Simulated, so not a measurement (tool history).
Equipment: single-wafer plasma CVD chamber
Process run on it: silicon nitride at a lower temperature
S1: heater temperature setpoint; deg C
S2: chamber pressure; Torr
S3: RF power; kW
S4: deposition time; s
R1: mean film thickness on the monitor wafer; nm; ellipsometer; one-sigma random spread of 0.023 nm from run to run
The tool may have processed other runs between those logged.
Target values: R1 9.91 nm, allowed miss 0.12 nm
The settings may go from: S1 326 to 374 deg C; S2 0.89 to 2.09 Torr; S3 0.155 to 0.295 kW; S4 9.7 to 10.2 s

run,hour,S1,S2,S3,S4,R1
1,0,350,1.49,0.225,10.2,8.8667
2,8.8,350,1.49,0.255,10.2,9.595
3,11.5,355,1.49,0.255,10.2,9.6187
4,16,355,1.52,0.255,10.2,9.6125
5,20.9,355,1.52,0.255,9.7,9.1667
6,26.4,354,1.62,0.255,9.7,9.3129
7,28.2,354,1.71,0.255,9.7,9.4553
8,36.5,354,1.78,0.255,9.7,9.5492
9,42.4,354,1.83,0.255,9.7,9.6393
10,48.9,354,1.87,0.255,9.7,9.727
11,51.7,354,1.89,0.255,9.7,9.729

Below are 5 possible settings for the next run. Only one of them brings all results inside the allowed miss of their targets. Which is it?
A,54.5,354,1.92,0.255,9.9,?
B,54.5,355,1.89,0.25,9.7,?
C,54.5,357,1.91,0.255,9.7,?
D,54.5,350,1.69,0.25,9.8,?
E,54.5,347,1.9,0.235,10,?

move,R1
A,9.9506
B,9.582
C,9.7267
D,9.4169
E,9.5273
A: every result lands within tolerance
B: further off than the last run
C: just as far off the targets as the last run
D: further off than the last run
E: further off than the last run
The right move is A.
